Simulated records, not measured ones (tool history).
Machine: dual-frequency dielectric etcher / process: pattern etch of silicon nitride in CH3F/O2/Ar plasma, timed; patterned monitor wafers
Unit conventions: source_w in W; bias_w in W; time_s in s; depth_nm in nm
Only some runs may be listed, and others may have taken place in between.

Run 1, hour 0: source_w 400 W, bias_w 87 W, time_s 23.5 s. Result: depth_nm 17.914 nm.
Run 2, hour 8.1: source_w 400 W, bias_w 87 W, time_s 21.5 s. Result: depth_nm 16.455 nm.
Run 3, hour 14: source_w 390 W, bias_w 87 W, time_s 21.5 s. Result: depth_nm 16.263 nm.
Run 4, hour 17: source_w 430 W, bias_w 87 W, time_s 21.5 s. Result: depth_nm 16.795 nm.
Run 5, hour 24.8: source_w 410 W, bias_w 86 W, time_s 21.5 s. Result: depth_nm 16.62 nm.
At hour 27.5: bias power generator calibrated.
Run 6, hour 27.5: source_w 390 W, bias_w 85 W, time_s 21.5 s. Result: depth_nm 16.233 nm.

Run 7 has not been measured yet. What should we expect?
Run 7, hour 31.1: source_w 380 W, bias_w 85 W, time_s 21.5 s. Result: depth_nm ?.

depth_nm: 16.036 nm
